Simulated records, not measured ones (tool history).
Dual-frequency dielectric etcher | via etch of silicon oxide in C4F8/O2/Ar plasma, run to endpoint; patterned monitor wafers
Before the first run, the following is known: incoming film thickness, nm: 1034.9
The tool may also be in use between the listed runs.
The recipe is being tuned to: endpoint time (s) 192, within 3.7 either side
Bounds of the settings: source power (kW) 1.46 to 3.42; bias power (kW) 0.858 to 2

{"run": 1, "hour": 0.0, "source power (kW)": 2.44, "bias power (kW)": 1.429, "endpoint time (s)": 214.19}
{"run": 2, "hour": 4.3, "source power (kW)": 2.19, "bias power (kW)": 1.429, "endpoint time (s)": 223.92}
{"run": 3, "hour": 9.1, "source power (kW)": 2.41, "bias power (kW)": 1.457, "endpoint time (s)": 211.39}
{"run": 4, "hour": 13.6, "source power (kW)": 2.53, "bias power (kW)": 1.467, "endpoint time (s)": 208.94}
{"run": 5, "hour": 15.8, "source power (kW)": 2.66, "bias power (kW)": 1.483, "endpoint time (s)": 200.58}
{"run": 6, "hour": 18.3, "source power (kW)": 2.71, "bias power (kW)": 1.488, "endpoint time (s)": 198.05}
{"run": 7, "hour": 22.1, "source power (kW)": 2.75, "bias power (kW)": 1.491, "endpoint time (s)": 196.94}
{"run": 8, "hour": 26.7, "source power (kW)": 2.78, "bias power (kW)": 1.494, "endpoint time (s)": 197.53}

Pick the move, out of 5, that brings all results within their allowed miss; only one does.
{"run": "A", "hour": 31.3, "source power (kW)": 2.88, "bias power (kW)": 1.592, "endpoint time (s)": "?"}
{"run": "B", "hour": 31.3, "source power (kW)": 3.42, "bias power (kW)": 1.314, "endpoint time (s)": "?"}
{"run": "C", "hour": 31.3, "source power (kW)": 3.24, "bias power (kW)": 1.537, "endpoint time (s)": "?"}
{"run": "D", "hour": 31.3, "source power (kW)": 3.03, "bias power (kW)": 1.647, "endpoint time (s)": "?"}
{"run": "E", "hour": 31.3, "source power (kW)": 3.19, "bias power (kW)": 1.632, "endpoint time (s)": "?"}

move=A endpoint_time_(s)=192.66
move=B endpoint_time_(s)=183.26
move=C endpoint_time_(s)=183.46
move=D endpoint_time_(s)=187.12
move=E endpoint_time_(s)=183
A: each result inside its tolerance
B: takes the result that was furthest off past its target
C: takes the result that was furthest off past its target
D: takes the result that was furthest off past its target
E: takes the result that was furthest off past its target
A meets every target.

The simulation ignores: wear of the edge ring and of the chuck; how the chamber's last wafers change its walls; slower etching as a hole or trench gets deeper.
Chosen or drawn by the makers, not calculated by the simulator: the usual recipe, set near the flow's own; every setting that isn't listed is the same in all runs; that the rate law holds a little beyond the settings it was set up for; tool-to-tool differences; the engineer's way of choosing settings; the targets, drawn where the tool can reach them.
